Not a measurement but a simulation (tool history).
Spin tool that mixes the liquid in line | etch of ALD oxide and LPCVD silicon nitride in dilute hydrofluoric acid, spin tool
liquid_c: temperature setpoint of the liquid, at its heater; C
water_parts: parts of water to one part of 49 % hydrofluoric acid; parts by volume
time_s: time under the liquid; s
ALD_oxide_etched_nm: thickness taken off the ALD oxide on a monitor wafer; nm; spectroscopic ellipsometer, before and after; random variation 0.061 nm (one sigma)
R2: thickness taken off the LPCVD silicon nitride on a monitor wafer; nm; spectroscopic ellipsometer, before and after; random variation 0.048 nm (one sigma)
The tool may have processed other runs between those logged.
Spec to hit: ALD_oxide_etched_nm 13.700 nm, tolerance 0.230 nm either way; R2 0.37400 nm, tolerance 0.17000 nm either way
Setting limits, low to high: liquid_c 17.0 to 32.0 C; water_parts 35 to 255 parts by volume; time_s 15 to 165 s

{"run": 1, "hour": 0.0, "liquid_c": 24.0, "water_parts": 145, "time_s": 85, "ALD_oxide_etched_nm": 10.396, "R2": 0.24479}
{"run": 2, "hour": 1.8, "liquid_c": 25.0, "water_parts": 145, "time_s": 85, "ALD_oxide_etched_nm": 10.878, "R2": 0.28477}
{"run": 3, "hour": 10.1, "liquid_c": 27.0, "water_parts": 145, "time_s": 85, "ALD_oxide_etched_nm": 11.678, "R2": 0.3269}
{"run": 4, "hour": 14.2, "liquid_c": 27.5, "water_parts": 145, "time_s": 85, "ALD_oxide_etched_nm": 11.873, "R2": 0.35813}
{"run": 5, "hour": 20.2, "liquid_c": 28.0, "water_parts": 145, "time_s": 85, "ALD_oxide_etched_nm": 12.102, "R2": 0.2861}
{"run": 6, "hour": 21.1, "liquid_c": 28.0, "water_parts": 110, "time_s": 85, "ALD_oxide_etched_nm": 16.583, "R2": 0.55947}
{"run": 7, "hour": 28.1, "liquid_c": 27.0, "water_parts": 110, "time_s": 85, "ALD_oxide_etched_nm": 16.076, "R2": 0.46645}
{"run": 8, "hour": 34.6, "liquid_c": 26.5, "water_parts": 110, "time_s": 85, "ALD_oxide_etched_nm": 15.672, "R2": 0.34338}
{"run": 9, "hour": 38.9, "liquid_c": 26.0, "water_parts": 110, "time_s": 85, "ALD_oxide_etched_nm": 15.361, "R2": 0.39476}
{"run": 10, "hour": 42.5, "liquid_c": 25.5, "water_parts": 110, "time_s": 85, "ALD_oxide_etched_nm": 15.069, "R2": 0.38075}
{"run": 11, "hour": 51.0, "liquid_c": 25.0, "water_parts": 110, "time_s": 85, "ALD_oxide_etched_nm": 14.801, "R2": 0.49104}
{"run": 12, "hour": 58.1, "liquid_c": 24.5, "water_parts": 110, "time_s": 85, "ALD_oxide_etched_nm": 14.49, "R2": 0.35762}

Pick the move, out of 5, that brings all results within their allowed miss; only one does.
{"run": "A", "hour": 65.2, "liquid_c": 28.5, "water_parts": 115, "time_s": 70, "ALD_oxide_etched_nm": "?", "R2": "?"}
{"run": "B", "hour": 65.2, "liquid_c": 29.0, "water_parts": 110, "time_s": 65, "ALD_oxide_etched_nm": "?", "R2": "?"}
{"run": "C", "hour": 65.2, "liquid_c": 27.5, "water_parts": 145, "time_s": 95, "ALD_oxide_etched_nm": "?", "R2": "?"}
{"run": "D", "hour": 65.2, "liquid_c": 27.5, "water_parts": 95, "time_s": 60, "ALD_oxide_etched_nm": "?", "R2": "?"}
{"run": "E", "hour": 65.2, "liquid_c": 28.0, "water_parts": 120, "time_s": 75, "ALD_oxide_etched_nm": "?", "R2": "?"}

move=A ALD_oxide_etched_nm=13.140 R2=0.42109
move=B ALD_oxide_etched_nm=13.085 R2=0.42193
move=C ALD_oxide_etched_nm=13.109 R2=0.42527
move=D ALD_oxide_etched_nm=13.481 R2=0.40998
move=E ALD_oxide_etched_nm=13.154 R2=0.41888
A: pushes the last run's worst result past its target
B: pushes the last run's worst result past its target
C: pushes the last run's worst result past its target
D: all results land within tolerance of their targets
E: pushes the last run's worst result past its target
Correct choice: D, which meets every target

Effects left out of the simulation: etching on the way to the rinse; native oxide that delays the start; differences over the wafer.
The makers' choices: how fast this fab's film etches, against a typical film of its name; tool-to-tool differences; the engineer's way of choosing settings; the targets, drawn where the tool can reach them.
